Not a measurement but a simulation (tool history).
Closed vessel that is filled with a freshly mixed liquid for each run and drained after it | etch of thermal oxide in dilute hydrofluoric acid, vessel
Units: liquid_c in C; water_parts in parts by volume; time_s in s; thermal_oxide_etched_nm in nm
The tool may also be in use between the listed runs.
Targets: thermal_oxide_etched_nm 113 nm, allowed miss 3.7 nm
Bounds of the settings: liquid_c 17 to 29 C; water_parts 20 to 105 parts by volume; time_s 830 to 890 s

{"run": 1, "hour": 0.0, "liquid_c": 21, "water_parts": 55, "time_s": 830, "thermal_oxide_etched_nm": 62.868}
{"run": 2, "hour": 5.8, "liquid_c": 23, "water_parts": 50, "time_s": 830, "thermal_oxide_etched_nm": 76.452}
{"run": 3, "hour": 12.2, "liquid_c": 26, "water_parts": 50, "time_s": 830, "thermal_oxide_etched_nm": 87.87}
{"run": 4, "hour": 15.7, "liquid_c": 26, "water_parts": 50, "time_s": 890, "thermal_oxide_etched_nm": 93.338}
{"run": 5, "hour": 19.6, "liquid_c": 26, "water_parts": 50, "time_s": 830, "thermal_oxide_etched_nm": 86.935}
{"run": 6, "hour": 27.2, "liquid_c": 26, "water_parts": 70, "time_s": 830, "thermal_oxide_etched_nm": 60.447}
{"run": 7, "hour": 33.3, "liquid_c": 27, "water_parts": 60, "time_s": 830, "thermal_oxide_etched_nm": 74.534}
{"hour": 37.4, "done": "thermometer replaced"}
{"run": 8, "hour": 37.4, "liquid_c": 27.5, "water_parts": 55, "time_s": 830, "thermal_oxide_etched_nm": 88.083}
{"run": 9, "hour": 46.6, "liquid_c": 28, "water_parts": 50, "time_s": 830, "thermal_oxide_etched_nm": 100.26}
{"run": 10, "hour": 51.9, "liquid_c": 28.5, "water_parts": 50, "time_s": 830, "thermal_oxide_etched_nm": 102.22}
{"run": 11, "hour": 56.0, "liquid_c": 29, "water_parts": 50, "time_s": 830, "thermal_oxide_etched_nm": 106.15}
{"run": 12, "hour": 59.5, "liquid_c": 29, "water_parts": 45, "time_s": 830, "thermal_oxide_etched_nm": 117.21}

Which of these 4 next moves meets every target?
{"run": "A", "hour": 63.0, "liquid_c": 29, "water_parts": 50, "time_s": 890, "thermal_oxide_etched_nm": "?"}
{"run": "B", "hour": 63.0, "liquid_c": 29, "water_parts": 45, "time_s": 840, "thermal_oxide_etched_nm": "?"}
{"run": "C", "hour": 63.0, "liquid_c": 29, "water_parts": 55, "time_s": 890, "thermal_oxide_etched_nm": "?"}
{"run": "D", "hour": 63.0, "liquid_c": 26, "water_parts": 45, "time_s": 830, "thermal_oxide_etched_nm": "?"}

move=A thermal_oxide_etched_nm=113.5
move=B thermal_oxide_etched_nm=119.92
move=C thermal_oxide_etched_nm=102.41
move=D thermal_oxide_etched_nm=105.03
A: meets every target
B: further off than the last run
C: takes the result that was furthest off past its target
D: takes the result that was furthest off past its target
The right move is A.
